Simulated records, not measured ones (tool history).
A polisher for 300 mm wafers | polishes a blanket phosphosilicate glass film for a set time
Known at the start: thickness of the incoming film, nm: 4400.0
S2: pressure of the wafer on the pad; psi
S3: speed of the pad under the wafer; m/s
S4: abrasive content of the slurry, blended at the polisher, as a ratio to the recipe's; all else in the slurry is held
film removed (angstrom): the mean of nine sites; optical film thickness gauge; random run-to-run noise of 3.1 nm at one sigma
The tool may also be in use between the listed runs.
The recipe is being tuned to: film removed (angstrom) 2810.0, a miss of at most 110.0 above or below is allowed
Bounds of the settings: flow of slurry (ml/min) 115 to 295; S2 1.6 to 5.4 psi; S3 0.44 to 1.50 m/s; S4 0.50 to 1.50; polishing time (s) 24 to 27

{"run": 1, "day": 0.0, "flow of slurry (ml/min)": 190, "S2": 3.5, "S3": 0.96, "S4": 1.0, "polishing time (s)": 27, "film removed (angstrom)": 2209.6}
{"run": 2, "day": 0.325, "flow of slurry (ml/min)": 190, "S2": 3.5, "S3": 0.88, "S4": 1.0, "polishing time (s)": 27, "film removed (angstrom)": 2004.5}
{"run": 3, "day": 0.583, "flow of slurry (ml/min)": 190, "S2": 3.6, "S3": 0.88, "S4": 1.0, "polishing time (s)": 27, "film removed (angstrom)": 2021.4}
{"run": 4, "day": 0.671, "flow of slurry (ml/min)": 170, "S2": 3.6, "S3": 0.88, "S4": 1.0, "polishing time (s)": 27, "film removed (angstrom)": 2078.0}
{"run": 5, "day": 0.758, "flow of slurry (ml/min)": 170, "S2": 4.3, "S3": 0.88, "S4": 1.0, "polishing time (s)": 27, "film removed (angstrom)": 2269.9}
{"run": 6, "day": 1.046, "flow of slurry (ml/min)": 170, "S2": 4.3, "S3": 0.88, "S4": 1.1, "polishing time (s)": 27, "film removed (angstrom)": 2329.1}
{"run": 7, "day": 1.375, "flow of slurry (ml/min)": 180, "S2": 5.0, "S3": 0.9, "S4": 1.1, "polishing time (s)": 27, "film removed (angstrom)": 2614.3}
{"run": 8, "day": 1.7, "flow of slurry (ml/min)": 180, "S2": 5.0, "S3": 0.9, "S4": 1.1, "polishing time (s)": 27, "film removed (angstrom)": 2687.8}

Which of these 4 next moves meets every target?
{"run": "A", "day": 2.025, "flow of slurry (ml/min)": 195, "S2": 5.3, "S3": 0.96, "S4": 1.15, "polishing time (s)": 27, "film removed (angstrom)": "?"}
{"run": "B", "day": 2.025, "flow of slurry (ml/min)": 170, "S2": 5.1, "S3": 0.92, "S4": 1.05, "polishing time (s)": 26, "film removed (angstrom)": "?"}
{"run": "C", "day": 2.025, "flow of slurry (ml/min)": 185, "S2": 5.4, "S3": 0.96, "S4": 1.0, "polishing time (s)": 24, "film removed (angstrom)": "?"}
{"run": "D", "day": 2.025, "flow of slurry (ml/min)": 190, "S2": 5.4, "S3": 1.06, "S4": 0.65, "polishing time (s)": 27, "film removed (angstrom)": "?"}

move=A film_removed_(angstrom)=3001.5
move=B film_removed_(angstrom)=2595.4
move=C film_removed_(angstrom)=2575.0
move=D film_removed_(angstrom)=2763.6
A: takes the biggest miss from the last run beyond its target
B: further off than the last run
C: further off than the last run
D: all results land within tolerance of their targets
So the answer is move D, the one that meets all the targets.

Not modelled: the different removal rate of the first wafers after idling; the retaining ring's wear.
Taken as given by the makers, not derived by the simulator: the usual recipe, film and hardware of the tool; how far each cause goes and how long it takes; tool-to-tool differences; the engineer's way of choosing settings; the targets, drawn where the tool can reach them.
